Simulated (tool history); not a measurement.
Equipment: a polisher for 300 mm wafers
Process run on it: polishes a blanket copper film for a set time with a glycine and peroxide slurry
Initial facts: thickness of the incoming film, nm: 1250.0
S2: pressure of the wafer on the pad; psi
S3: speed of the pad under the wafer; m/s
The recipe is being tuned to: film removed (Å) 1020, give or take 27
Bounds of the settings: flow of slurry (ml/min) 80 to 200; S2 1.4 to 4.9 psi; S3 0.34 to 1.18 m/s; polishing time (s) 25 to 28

run 1 day=0 | flow_of_slurry_(ml/min)=130 S2=3.1 S3=0.76 polishing_time_(s)=28 | film_removed_(Å)=1545.2
run 2 day=0.117 | flow_of_slurry_(ml/min)=105 S2=3.1 S3=0.76 polishing_time_(s)=28 | film_removed_(Å)=1463
run 3 day=0.354 | flow_of_slurry_(ml/min)=105 S2=3.1 S3=0.76 polishing_time_(s)=25 | film_removed_(Å)=1334.5
run 4 day=0.604 | flow_of_slurry_(ml/min)=105 S2=3.1 S3=0.76 polishing_time_(s)=28 | film_removed_(Å)=1471.3
run 5 day=0.925 | flow_of_slurry_(ml/min)=100 S2=2.7 S3=0.76 polishing_time_(s)=28 | film_removed_(Å)=1344.7
run 6 day=1.221 | flow_of_slurry_(ml/min)=115 S2=2.7 S3=0.76 polishing_time_(s)=28 | film_removed_(Å)=1368
run 7 day=1.579 | flow_of_slurry_(ml/min)=110 S2=2.4 S3=0.76 polishing_time_(s)=28 | film_removed_(Å)=1261.9
run 8 day=1.804 | flow_of_slurry_(ml/min)=105 S2=2.2 S3=0.76 polishing_time_(s)=28 | film_removed_(Å)=1178.7
run 9 day=2.05 | flow_of_slurry_(ml/min)=100 S2=2.1 S3=0.76 polishing_time_(s)=28 | film_removed_(Å)=1129.3
run 10 day=2.083 | flow_of_slurry_(ml/min)=85 S2=1.8 S3=0.76 polishing_time_(s)=28 | film_removed_(Å)=979.6

Exercise: of the 4 proposed moves below, exactly one satisfies all targets within the stated allowed misses. Which move is it?
run A day=2.117 | flow_of_slurry_(ml/min)=80 S2=2.8 S3=0.54 polishing_time_(s)=26 | film_removed_(Å)=?
run B day=2.117 | flow_of_slurry_(ml/min)=80 S2=2.8 S3=0.58 polishing_time_(s)=25 | film_removed_(Å)=?
run C day=2.117 | flow_of_slurry_(ml/min)=155 S2=1.5 S3=0.88 polishing_time_(s)=26 | film_removed_(Å)=?
run D day=2.117 | flow_of_slurry_(ml/min)=85 S2=1.6 S3=0.82 polishing_time_(s)=27 | film_removed_(Å)=?

move=A film_removed_(Å)=953.65
move=B film_removed_(Å)=960.17
move=C film_removed_(Å)=1018.3
move=D film_removed_(Å)=927.28
A: further off than the last run
B: further off than the last run
C: each result inside its tolerance
D: further off than the last run
The move that meets every target is C.
